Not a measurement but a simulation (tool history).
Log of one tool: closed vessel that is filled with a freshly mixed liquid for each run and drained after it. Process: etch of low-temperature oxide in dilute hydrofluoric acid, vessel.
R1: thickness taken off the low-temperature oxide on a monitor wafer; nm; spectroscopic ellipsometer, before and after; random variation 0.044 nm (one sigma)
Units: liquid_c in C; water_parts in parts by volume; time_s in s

{"run": 1, "hour": 0.0, "liquid_c": 24, "water_parts": 255, "time_s": 225, "R1": 19.485}
{"run": 2, "hour": 7.3, "liquid_c": 21, "water_parts": 255, "time_s": 225, "R1": 17.441}
{"run": 3, "hour": 12.7, "liquid_c": 20, "water_parts": 260, "time_s": 225, "R1": 16.358}
{"run": 4, "hour": 16.7, "liquid_c": 20, "water_parts": 190, "time_s": 225, "R1": 23.941}
{"run": 5, "hour": 25.6, "liquid_c": 20, "water_parts": 190, "time_s": 225, "R1": 23.85}
{"run": 6, "hour": 26.5, "liquid_c": 18, "water_parts": 190, "time_s": 225, "R1": 22.104}
{"run": 7, "hour": 33.6, "liquid_c": 18, "water_parts": 210, "time_s": 225, "R1": 19.583}

The next listed run, before its measurement:
{"run": 8, "hour": 36.2, "liquid_c": 17, "water_parts": 295, "time_s": 225, "R1": "?"}

Run 8 gave R1 12.548 nm.
